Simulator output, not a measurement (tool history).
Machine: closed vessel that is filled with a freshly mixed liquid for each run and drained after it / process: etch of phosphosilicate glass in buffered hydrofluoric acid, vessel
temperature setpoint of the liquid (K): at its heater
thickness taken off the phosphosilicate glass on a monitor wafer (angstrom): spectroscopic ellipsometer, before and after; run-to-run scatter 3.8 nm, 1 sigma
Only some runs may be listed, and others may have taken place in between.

| run | hour | temperature setpoint of the liquid (K) | parts of 40 % ammonium fluoride to one part of 49 % hydrofluoric acid (parts by volume) | time in the liquid (s) | thickness taken off the phosphosilicate glass on a monitor wafer (angstrom) |
|---|---|---|---|---|---|
| 1 | 0 | 294.15 | 16.5 | 100 | 2934.6 |
| 2 | 0.8 | 296.65 | 16.5 | 100 | 3367.6 |
| 3 | 9.5 | 297.65 | 16 | 100 | 3649 |
| 4 | 18 | 297.65 | 16 | 110 | 4000 |
| 5 | 24.7 | 297.65 | 12.5 | 110 | 5168.5 |
| 6 | 32.9 | 297.65 | 12.5 | 110 | 5087.5 |

Run 7 is up next; what results do you expect?
| 7 | 39.4 | 298.15 | 12.5 | 110 | ? |

thickness taken off the phosphosilicate glass on a monitor wafer (angstrom): 5204.2

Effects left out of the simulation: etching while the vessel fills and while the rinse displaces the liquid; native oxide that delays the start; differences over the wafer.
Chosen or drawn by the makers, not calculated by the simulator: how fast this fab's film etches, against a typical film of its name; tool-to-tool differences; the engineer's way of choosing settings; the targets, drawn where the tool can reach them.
